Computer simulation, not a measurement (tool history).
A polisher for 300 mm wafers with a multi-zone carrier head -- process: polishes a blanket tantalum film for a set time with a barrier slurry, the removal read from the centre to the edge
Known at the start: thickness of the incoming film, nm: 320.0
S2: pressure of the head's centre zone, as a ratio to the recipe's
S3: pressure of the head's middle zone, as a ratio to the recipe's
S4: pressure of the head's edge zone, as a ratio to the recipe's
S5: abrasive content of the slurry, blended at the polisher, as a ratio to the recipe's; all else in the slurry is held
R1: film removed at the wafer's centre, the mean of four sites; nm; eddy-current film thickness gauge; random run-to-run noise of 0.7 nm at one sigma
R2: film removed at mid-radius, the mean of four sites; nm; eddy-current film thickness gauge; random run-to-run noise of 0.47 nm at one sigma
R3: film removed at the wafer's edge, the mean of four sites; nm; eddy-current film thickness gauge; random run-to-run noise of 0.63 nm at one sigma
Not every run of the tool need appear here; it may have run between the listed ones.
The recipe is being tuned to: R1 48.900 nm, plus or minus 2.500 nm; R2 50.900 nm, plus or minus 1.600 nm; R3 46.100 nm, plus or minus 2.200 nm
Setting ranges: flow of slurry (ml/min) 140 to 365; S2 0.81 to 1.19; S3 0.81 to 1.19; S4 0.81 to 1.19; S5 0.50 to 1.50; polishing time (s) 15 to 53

Run 1, hour 0.0: flow of slurry (ml/min) 235, S2 1.00, S3 1.00, S4 1.00, S5 1.00, polishing time (s) 34. Result: R1 37.837 nm, R2 36.565 nm, R3 36.440 nm.
Run 2, hour 2.3: flow of slurry (ml/min) 245, S2 1.02, S3 1.05, S4 1.03, S5 1.15, polishing time (s) 34. Result: R1 41.214 nm, R2 39.203 nm, R3 38.354 nm.
Run 3, hour 3.3: flow of slurry (ml/min) 245, S2 1.02, S3 1.05, S4 0.95, S5 1.15, polishing time (s) 34. Result: R1 39.649 nm, R2 39.360 nm, R3 38.091 nm.
Run 4, hour 12.0: flow of slurry (ml/min) 250, S2 1.03, S3 1.09, S4 0.95, S5 1.25, polishing time (s) 35. Result: R1 42.338 nm, R2 41.800 nm, R3 38.976 nm.
Run 5, hour 14.2: flow of slurry (ml/min) 255, S2 1.02, S3 1.11, S4 0.96, S5 1.35, polishing time (s) 36. Result: R1 43.664 nm, R2 43.799 nm, R3 41.598 nm.
Run 6, hour 19.8: flow of slurry (ml/min) 255, S2 1.06, S3 1.11, S4 0.96, S5 1.35, polishing time (s) 36. Result: R1 45.793 nm, R2 43.485 nm, R3 41.787 nm.
Run 7, hour 20.3: flow of slurry (ml/min) 260, S2 1.05, S3 1.14, S4 0.96, S5 1.40, polishing time (s) 37. Result: R1 45.360 nm, R2 45.831 nm, R3 43.354 nm.
Run 8, hour 27.6: flow of slurry (ml/min) 265, S2 1.06, S3 1.16, S4 0.94, S5 1.40, polishing time (s) 38. Result: R1 48.095 nm, R2 48.125 nm, R3 43.403 nm.
Run 9, hour 32.1: flow of slurry (ml/min) 270, S2 1.05, S3 1.17, S4 0.95, S5 1.45, polishing time (s) 38. Result: R1 48.989 nm, R2 48.833 nm, R3 44.108 nm.
Run 10, hour 33.8: flow of slurry (ml/min) 265, S2 1.04, S3 1.17, S4 0.96, S5 1.45, polishing time (s) 38. Result: R1 47.231 nm, R2 48.523 nm, R3 45.032 nm.
Run 11, hour 35.9: flow of slurry (ml/min) 270, S2 1.04, S3 1.18, S4 0.95, S5 1.45, polishing time (s) 38. Result: R1 48.831 nm, R2 48.855 nm, R3 43.000 nm.
Run 12, hour 38.6: flow of slurry (ml/min) 260, S2 1.03, S3 1.18, S4 0.96, S5 1.45, polishing time (s) 38. Result: R1 48.048 nm, R2 48.286 nm, R3 43.673 nm.
Run 13, hour 41.6: flow of slurry (ml/min) 270, S2 1.02, S3 1.18, S4 0.96, S5 1.45, polishing time (s) 38. Result: R1 46.990 nm, R2 49.144 nm, R3 44.162 nm.
Run 14, hour 46.0: flow of slurry (ml/min) 275, S2 1.02, S3 1.18, S4 0.97, S5 1.45, polishing time (s) 38. Result: R1 47.422 nm, R2 48.020 nm, R3 44.372 nm.
Run 15, hour 49.2: flow of slurry (ml/min) 270, S2 1.02, S3 1.18, S4 0.96, S5 1.45, polishing time (s) 38. Result: R1 47.511 nm, R2 49.035 nm, R3 43.847 nm.
Run 16, hour 55.4: flow of slurry (ml/min) 270, S2 1.02, S3 1.18, S4 0.97, S5 1.45, polishing time (s) 38. Result: R1 48.544 nm, R2 49.239 nm, R3 44.622 nm.
Run 17, hour 56.6: flow of slurry (ml/min) 270, S2 1.02, S3 1.18, S4 0.97, S5 1.45, polishing time (s) 38. Result: R1 48.070 nm, R2 49.138 nm, R3 42.990 nm.

5 candidate next runs follow, results not yet known. Just one meets every target within its allowed miss. Identify it.
Run A, hour 57.8: flow of slurry (ml/min) 195, S2 0.82, S3 0.96, S4 0.81, S5 1.50, polishing time (s) 48. Result: R1 ?, R2 ?, R3 ?.
Run B, hour 57.8: flow of slurry (ml/min) 140, S2 0.87, S3 1.16, S4 0.81, S5 1.45, polishing time (s) 44. Result: R1 ?, R2 ?, R3 ?.
Run C, hour 57.8: flow of slurry (ml/min) 215, S2 1.04, S3 1.18, S4 1.02, S5 1.25, polishing time (s) 39. Result: R1 ?, R2 ?, R3 ?.
Run D, hour 57.8: flow of slurry (ml/min) 335, S2 1.19, S3 1.19, S4 1.10, S5 1.25, polishing time (s) 37. Result: R1 ?, R2 ?, R3 ?.
Run E, hour 57.8: flow of slurry (ml/min) 285, S2 1.02, S3 1.19, S4 1.00, S5 1.45, polishing time (s) 39. Result: R1 ?, R2 ?, R3 ?.

move      R1      R2      R3
   A  47.168  53.537  51.319
   B  42.447  51.092  44.900
   C  45.309  47.268  45.000
   D  50.597  47.165  45.905
   E  47.651  50.573  47.082
A: takes the biggest miss from the last run beyond its target
B: meets the target for the result that was furthest off, but another lies outside its allowed miss
C: meets the target for the result that was furthest off, but another lies outside its allowed miss
D: meets the target for the result that was furthest off, but another lies outside its allowed miss
E: all results land within tolerance of their targets
Correct choice: E, which meets every target
